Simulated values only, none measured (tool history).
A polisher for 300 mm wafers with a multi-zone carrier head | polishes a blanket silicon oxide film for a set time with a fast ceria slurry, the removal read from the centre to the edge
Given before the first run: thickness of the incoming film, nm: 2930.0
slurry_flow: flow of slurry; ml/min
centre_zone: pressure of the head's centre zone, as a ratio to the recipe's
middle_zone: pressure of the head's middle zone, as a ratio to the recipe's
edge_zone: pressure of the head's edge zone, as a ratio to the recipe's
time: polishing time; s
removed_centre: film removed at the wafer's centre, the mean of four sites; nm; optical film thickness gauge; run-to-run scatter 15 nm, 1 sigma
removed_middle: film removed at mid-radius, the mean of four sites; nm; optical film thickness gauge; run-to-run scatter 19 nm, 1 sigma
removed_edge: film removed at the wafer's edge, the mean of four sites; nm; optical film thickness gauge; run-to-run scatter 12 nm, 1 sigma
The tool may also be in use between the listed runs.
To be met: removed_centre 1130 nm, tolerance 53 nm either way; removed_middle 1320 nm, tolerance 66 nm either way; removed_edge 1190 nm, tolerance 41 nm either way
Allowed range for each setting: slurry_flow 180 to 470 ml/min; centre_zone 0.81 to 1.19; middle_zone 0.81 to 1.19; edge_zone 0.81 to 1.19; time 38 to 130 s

run	day	slurry_flow	centre_zone	middle_zone	edge_zone	time	removed_centre	removed_middle	removed_edge
1	0	300	1	1	1	84	794.77	852.56	836.35
2	0.229	305	1.01	1.05	1.03	93	911.13	1008.9	941.56
3	0.3	310	1.01	1.07	1.06	99	964.25	1072.8	1017
4	0.6	310	1.04	1.07	1.06	99	1008.2	1071.7	1019.4
5	0.954	310	1.03	1.1	1.07	103	1056.5	1158.6	1048.1
6	1.004	340	1.03	1.1	1.07	103	1041.4	1135.3	1073.1
7	1.05	340	1.02	1.12	1.07	106	1052.8	1217.2	1099.3
8	1.408	345	1.02	1.13	1.08	108	1074.9	1226.5	1148.1
9	1.567	345	1.02	1.14	1.08	109	1108.5	1289.3	1155.1

Exactly one of the 5 candidate moves below puts every result within its allowed miss. Which one?
A	1.725	335	0.96	1.13	1.02	110	?	?	?
B	1.725	365	1.12	1.09	1.08	111	?	?	?
C	1.725	330	1	1.16	1.1	113	?	?	?
D	1.725	345	1.02	1.02	1.02	114	?	?	?
E	1.725	410	1.03	1.04	1.16	108	?	?	?

move	removed_centre	removed_middle	removed_edge
A	1049.4	1262	1100.6
B	1226.9	1249.7	1154.1
C	1113.7	1322.4	1171.2
D	1150.6	1203.6	1146.2
E	1129.1	1187	1179.2
A: lands further from the targets than the last run did
B: the worst result of the last run now meets its target, but another is out of spec
C: all results land within tolerance of their targets
D: lands further from the targets than the last run did
E: the worst result of the last run now meets its target, but another is out of spec
Correct choice: C, which meets every target
